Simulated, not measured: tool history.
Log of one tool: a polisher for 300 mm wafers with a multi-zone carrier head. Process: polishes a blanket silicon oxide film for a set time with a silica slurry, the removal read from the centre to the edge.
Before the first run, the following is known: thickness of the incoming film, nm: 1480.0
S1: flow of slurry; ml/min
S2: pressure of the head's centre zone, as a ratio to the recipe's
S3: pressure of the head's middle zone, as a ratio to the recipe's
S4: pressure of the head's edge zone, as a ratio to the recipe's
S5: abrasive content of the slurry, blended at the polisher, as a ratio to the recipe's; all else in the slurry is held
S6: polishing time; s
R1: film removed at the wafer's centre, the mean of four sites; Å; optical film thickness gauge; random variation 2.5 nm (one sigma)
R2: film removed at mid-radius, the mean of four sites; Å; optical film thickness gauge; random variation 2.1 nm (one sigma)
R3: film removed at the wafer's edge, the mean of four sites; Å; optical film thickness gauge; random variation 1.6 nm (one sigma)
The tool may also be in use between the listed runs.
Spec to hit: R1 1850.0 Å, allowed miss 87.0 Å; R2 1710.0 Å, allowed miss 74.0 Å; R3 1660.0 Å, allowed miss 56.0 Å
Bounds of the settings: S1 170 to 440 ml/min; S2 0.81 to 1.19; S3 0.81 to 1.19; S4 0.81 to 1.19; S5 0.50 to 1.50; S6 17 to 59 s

run 1 hour=0.0 | S1=280 S2=1.00 S3=1.00 S4=1.00 S5=1.00 S6=38 | R1=1424.1 R2=1438.6 R3=1350.3
run 2 hour=5.5 | S1=280 S2=1.00 S3=1.00 S4=1.00 S5=0.80 S6=38 | R1=1268.0 R2=1283.3 R3=1218.7
run 3 hour=11.4 | S1=280 S2=0.94 S3=1.00 S4=1.00 S5=0.80 S6=38 | R1=1225.7 R2=1296.1 R3=1219.8
run 4 hour=17.8 | S1=280 S2=0.94 S3=1.00 S4=1.00 S5=0.60 S6=38 | R1=1065.4 R2=1134.4 R3=1035.3
run 5 hour=18.5 | S1=290 S2=1.01 S3=1.02 S4=1.02 S5=0.80 S6=38 | R1=1291.3 R2=1307.1 R3=1243.2
run 6 hour=24.2 | S1=305 S2=1.07 S3=1.05 S4=1.03 S5=0.90 S6=38 | R1=1417.0 R2=1453.5 R3=1284.0
run 7 hour=26.6 | S1=290 S2=1.13 S3=0.95 S4=1.12 S5=1.15 S6=40 | R1=1763.3 R2=1527.0 R3=1600.3
run 8 hour=27.5 | S1=295 S2=1.14 S3=0.98 S4=1.13 S5=1.15 S6=40 | R1=1802.3 R2=1592.3 R3=1626.1
-- hour=29.1 edge zone pressure recalibrated
run 9 hour=29.1 | S1=300 S2=1.14 S3=1.00 S4=1.13 S5=1.15 S6=40 | R1=1788.1 R2=1664.0 R3=1686.5
run 10 hour=29.7 | S1=300 S2=1.15 S3=1.01 S4=1.12 S5=1.15 S6=40 | R1=1870.5 R2=1622.8 R3=1659.5

Consider the 4 candidate settings below. Which is the only one whose results all fall within their allowed miss of target?
run A hour=30.3 | S1=225 S2=1.15 S3=0.88 S4=1.12 S5=1.25 S6=39 | R1=? R2=? R3=?
run B hour=30.3 | S1=230 S2=1.12 S3=1.03 S4=1.03 S5=1.15 S6=42 | R1=? R2=? R3=?
run C hour=30.3 | S1=350 S2=1.19 S3=0.95 S4=1.12 S5=1.20 S6=39 | R1=? R2=? R3=?
run D hour=30.3 | S1=265 S2=1.19 S3=0.90 S4=1.19 S5=1.15 S6=40 | R1=? R2=? R3=?

move=A R1=1849.2 R2=1451.3 R3=1663.3
move=B R1=1882.2 R2=1729.1 R3=1660.8
move=C R1=1972.9 R2=1586.0 R3=1687.2
move=D R1=1934.9 R2=1491.3 R3=1723.8
A: moves away from the targets compared with the last run
B: every result lands within tolerance
C: moves away from the targets compared with the last run
D: moves away from the targets compared with the last run
Correct choice: B, which meets every target
